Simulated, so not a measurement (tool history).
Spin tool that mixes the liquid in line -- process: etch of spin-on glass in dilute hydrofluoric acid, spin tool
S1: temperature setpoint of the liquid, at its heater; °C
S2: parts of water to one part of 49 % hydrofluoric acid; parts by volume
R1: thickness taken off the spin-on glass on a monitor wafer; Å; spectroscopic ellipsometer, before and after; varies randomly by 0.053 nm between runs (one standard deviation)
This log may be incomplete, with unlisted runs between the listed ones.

run 1 hour=0 | S1=24 S2=135 time_under_the_liquid_(s)=55 | R1=116.91
run 2 hour=2.1 | S1=22.5 S2=135 time_under_the_liquid_(s)=55 | R1=108.59
run 3 hour=5.2 | S1=21.5 S2=135 time_under_the_liquid_(s)=55 | R1=105.63
run 4 hour=12.9 | S1=21 S2=140 time_under_the_liquid_(s)=55 | R1=99.359
run 5 hour=15.7 | S1=21 S2=140 time_under_the_liquid_(s)=30 | R1=53.478
run 6 hour=19.1 | S1=21 S2=140 time_under_the_liquid_(s)=30 | R1=53.917
run 7 hour=26.6 | S1=21 S2=140 time_under_the_liquid_(s)=30 | R1=54.431
run 8 hour=27.4 | S1=21.5 S2=140 time_under_the_liquid_(s)=30 | R1=54.782
run 9 hour=29.3 | S1=22.5 S2=140 time_under_the_liquid_(s)=30 | R1=57.015

What does the tool deliver on the next run?
run 10 hour=32.5 | S1=24 S2=140 time_under_the_liquid_(s)=30 | R1=?

Run 10 gave R1 60.326 Å.
